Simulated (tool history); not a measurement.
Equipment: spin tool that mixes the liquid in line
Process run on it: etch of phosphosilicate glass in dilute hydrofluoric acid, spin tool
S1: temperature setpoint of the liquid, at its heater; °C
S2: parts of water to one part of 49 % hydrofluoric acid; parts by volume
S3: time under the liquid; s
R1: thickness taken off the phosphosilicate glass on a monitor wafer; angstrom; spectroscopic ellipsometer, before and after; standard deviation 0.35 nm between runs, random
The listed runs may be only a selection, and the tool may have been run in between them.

run,hour,S1,S2,S3,R1
1,0.0,25.0,275,55,135.52
2,8.4,26.0,245,55,163.40
3,11.1,27.0,220,55,191.39
4,16.3,29.0,220,55,208.69
5,23.9,29.0,220,40,150.37
6,30.5,26.0,220,40,134.22
7,34.0,27.0,195,40,161.09
8,36.6,28.0,175,40,189.94
9,41.8,28.5,160,40,217.85
10,48.2,29.0,145,40,247.74
11,51.1,29.5,130,40,287.95
12,52.0,29.5,130,40,288.59
13,55.3,30.0,120,40,318.82
14,55.8,30.5,110,40,361.31
15,57.1,31.0,105,40,392.12
16,65.9,31.5,100,40,420.44

What will run 17 give?
17,72.9,33.0,50,45,?

{"run 17": {"R1": 1085.5}}

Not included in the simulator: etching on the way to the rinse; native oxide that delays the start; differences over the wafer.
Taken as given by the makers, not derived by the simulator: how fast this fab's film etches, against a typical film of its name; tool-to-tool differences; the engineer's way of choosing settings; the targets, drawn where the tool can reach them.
